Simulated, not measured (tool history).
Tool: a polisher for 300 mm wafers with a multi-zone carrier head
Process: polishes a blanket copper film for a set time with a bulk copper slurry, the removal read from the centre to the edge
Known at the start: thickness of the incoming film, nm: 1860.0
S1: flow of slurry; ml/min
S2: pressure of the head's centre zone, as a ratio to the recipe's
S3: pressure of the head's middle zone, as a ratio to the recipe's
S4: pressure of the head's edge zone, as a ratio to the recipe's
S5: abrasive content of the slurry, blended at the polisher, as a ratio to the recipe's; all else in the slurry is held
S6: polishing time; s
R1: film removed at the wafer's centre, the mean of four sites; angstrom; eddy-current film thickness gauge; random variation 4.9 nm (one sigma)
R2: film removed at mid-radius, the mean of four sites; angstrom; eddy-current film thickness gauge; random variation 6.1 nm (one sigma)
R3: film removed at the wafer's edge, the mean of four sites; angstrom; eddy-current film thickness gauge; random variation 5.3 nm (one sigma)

{"run": 1, "day": 0.0, "S1": 130, "S2": 1.0, "S3": 1.0, "S4": 1.0, "S5": 1.0, "S6": 56, "R1": 7424.3, "R2": 6931.3, "R3": 6996.8}
{"run": 2, "day": 0.138, "S1": 130, "S2": 1.0, "S3": 0.97, "S4": 1.0, "S5": 1.0, "S6": 56, "R1": 7330.7, "R2": 6854.2, "R3": 7025.0}
{"run": 3, "day": 0.354, "S1": 130, "S2": 1.0, "S3": 0.96, "S4": 0.99, "S5": 0.95, "S6": 55, "R1": 7186.0, "R2": 6586.9, "R3": 6816.3}
{"run": 4, "day": 0.504, "S1": 130, "S2": 0.99, "S3": 0.96, "S4": 0.98, "S5": 0.9, "S6": 54, "R1": 6819.9, "R2": 6376.2, "R3": 6347.3}
{"run": 5, "day": 0.529, "S1": 130, "S2": 0.99, "S3": 0.96, "S4": 0.98, "S5": 1.0, "S6": 54, "R1": 7157.8, "R2": 6539.3, "R3": 6818.5}
{"run": 6, "day": 0.862, "S1": 125, "S2": 0.98, "S3": 0.95, "S4": 0.98, "S5": 0.95, "S6": 53, "R1": 6748.3, "R2": 6074.0, "R3": 6424.8}
{"run": 7, "day": 1.058, "S1": 120, "S2": 0.97, "S3": 0.95, "S4": 0.97, "S5": 0.9, "S6": 53, "R1": 6447.3, "R2": 6070.1, "R3": 6255.4}
{"run": 8, "day": 1.183, "S1": 120, "S2": 0.96, "S3": 0.94, "S4": 0.96, "S5": 0.85, "S6": 53, "R1": 6415.3, "R2": 6005.1, "R3": 6176.2}
{"run": 9, "day": 1.425, "S1": 120, "S2": 0.95, "S3": 0.93, "S4": 0.96, "S5": 0.8, "S6": 52, "R1": 6214.9, "R2": 5802.5, "R3": 5980.8}
{"run": 10, "day": 1.633, "S1": 115, "S2": 0.94, "S3": 0.92, "S4": 0.95, "S5": 0.75, "S6": 51, "R1": 5822.2, "R2": 5377.0, "R3": 5839.2}
{"run": 11, "day": 1.746, "S1": 125, "S2": 0.94, "S3": 1.0, "S4": 0.86, "S5": 0.5, "S6": 42, "R1": 4583.1, "R2": 4582.2, "R3": 4399.1}
{"run": 12, "day": 1.871, "S1": 125, "S2": 0.94, "S3": 1.0, "S4": 0.87, "S5": 0.5, "S6": 42, "R1": 4711.5, "R2": 4484.1, "R3": 4323.9}
{"run": 13, "day": 2.196, "S1": 130, "S2": 0.85, "S3": 0.96, "S4": 0.94, "S5": 0.75, "S6": 44, "R1": 4860.1, "R2": 5150.5, "R3": 5046.8}
{"run": 14, "day": 2.512, "S1": 130, "S2": 0.85, "S3": 0.96, "S4": 0.93, "S5": 0.75, "S6": 44, "R1": 4839.9, "R2": 4931.8, "R3": 5021.3}
{"run": 15, "day": 2.838, "S1": 130, "S2": 0.85, "S3": 0.96, "S4": 0.92, "S5": 0.75, "S6": 44, "R1": 4763.6, "R2": 4944.9, "R3": 5005.0}
{"run": 16, "day": 2.929, "S1": 130, "S2": 0.86, "S3": 0.96, "S4": 0.91, "S5": 0.75, "S6": 44, "R1": 4766.0, "R2": 4926.5, "R3": 5040.5}

Run 17 comes next. What will it give?
{"run": 17, "day": 3.021, "S1": 130, "S2": 0.87, "S3": 0.96, "S4": 0.91, "S5": 0.75, "S6": 44, "R1": "?", "R2": "?", "R3": "?"}

Run 17 gave R1 4817.0 angstrom, R2 4910.3 angstrom, R3 4984.7 angstrom.
